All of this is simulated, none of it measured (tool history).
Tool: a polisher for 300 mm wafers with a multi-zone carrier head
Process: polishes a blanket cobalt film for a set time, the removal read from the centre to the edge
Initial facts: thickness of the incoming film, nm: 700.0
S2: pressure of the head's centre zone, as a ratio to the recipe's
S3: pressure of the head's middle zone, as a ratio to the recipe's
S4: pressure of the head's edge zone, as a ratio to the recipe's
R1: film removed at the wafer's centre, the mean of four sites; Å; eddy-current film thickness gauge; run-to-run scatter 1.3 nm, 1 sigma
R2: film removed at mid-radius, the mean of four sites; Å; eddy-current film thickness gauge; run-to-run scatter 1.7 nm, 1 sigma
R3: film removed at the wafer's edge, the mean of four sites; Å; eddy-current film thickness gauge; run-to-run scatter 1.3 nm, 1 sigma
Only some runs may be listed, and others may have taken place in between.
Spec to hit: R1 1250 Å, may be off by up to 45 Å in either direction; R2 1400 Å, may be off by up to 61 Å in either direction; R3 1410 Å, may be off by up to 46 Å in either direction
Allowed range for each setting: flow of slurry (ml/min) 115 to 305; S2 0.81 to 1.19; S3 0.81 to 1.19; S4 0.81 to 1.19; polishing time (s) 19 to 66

{"run": 1, "day": 0.0, "flow of slurry (ml/min)": 195, "S2": 1, "S3": 1, "S4": 1, "polishing time (s)": 42, "R1": 2146.5, "R2": 2235.3, "R3": 2222.3}
{"run": 2, "day": 0.246, "flow of slurry (ml/min)": 195, "S2": 1, "S3": 1, "S4": 1, "polishing time (s)": 50, "R1": 2550.5, "R2": 2615.2, "R3": 2654.8}
{"run": 3, "day": 0.383, "flow of slurry (ml/min)": 195, "S2": 1.07, "S3": 1, "S4": 1, "polishing time (s)": 50, "R1": 2746.6, "R2": 2664.7, "R3": 2635.3}
{"run": 4, "day": 0.512, "flow of slurry (ml/min)": 180, "S2": 1.01, "S3": 0.98, "S4": 0.97, "polishing time (s)": 41, "R1": 2003.6, "R2": 2072.7, "R3": 2103.5}
{"run": 5, "day": 0.862, "flow of slurry (ml/min)": 180, "S2": 1.01, "S3": 0.98, "S4": 1.04, "polishing time (s)": 41, "R1": 2031.6, "R2": 2111.7, "R3": 2136.4}
{"run": 6, "day": 0.967, "flow of slurry (ml/min)": 170, "S2": 1, "S3": 0.98, "S4": 1.03, "polishing time (s)": 35, "R1": 1693.3, "R2": 1750.9, "R3": 1784.5}
{"day": 1.075, "done": "slurry nozzle cleaned"}
{"run": 7, "day": 1.075, "flow of slurry (ml/min)": 160, "S2": 0.98, "S3": 0.99, "S4": 1.03, "polishing time (s)": 32, "R1": 1722.1, "R2": 1790, "R3": 1757.9}
{"run": 8, "day": 1.308, "flow of slurry (ml/min)": 160, "S2": 0.94, "S3": 0.97, "S4": 1.01, "polishing time (s)": 29, "R1": 1497.5, "R2": 1606.8, "R3": 1588.7}
{"run": 9, "day": 1.5, "flow of slurry (ml/min)": 140, "S2": 0.84, "S3": 0.88, "S4": 0.91, "polishing time (s)": 28, "R1": 1306.9, "R2": 1388.3, "R3": 1454.8}

Pick the move, out of 4, that brings all results within their allowed miss; only one does.
{"run": "A", "day": 1.692, "flow of slurry (ml/min)": 150, "S2": 0.81, "S3": 0.93, "S4": 0.9, "polishing time (s)": 29, "R1": "?", "R2": "?", "R3": "?"}
{"run": "B", "day": 1.692, "flow of slurry (ml/min)": 135, "S2": 0.85, "S3": 0.84, "S4": 0.93, "polishing time (s)": 29, "R1": "?", "R2": "?", "R3": "?"}
{"run": "C", "day": 1.692, "flow of slurry (ml/min)": 120, "S2": 0.84, "S3": 0.89, "S4": 1.01, "polishing time (s)": 29, "R1": "?", "R2": "?", "R3": "?"}
{"run": "D", "day": 1.692, "flow of slurry (ml/min)": 170, "S2": 0.84, "S3": 0.93, "S4": 0.93, "polishing time (s)": 26, "R1": "?", "R2": "?", "R3": "?"}

move=A R1=1311.8 R2=1470.9 R3=1526.8
move=B R1=1329.3 R2=1323 R3=1521.4
move=C R1=1277.6 R2=1350.5 R3=1534
move=D R1=1242.1 R2=1349.1 R3=1406.6
A: moves away from the targets compared with the last run
B: moves away from the targets compared with the last run
C: brings the last run's worst result on target, with another outside its allowed miss
D: all results in spec
The right move is D.
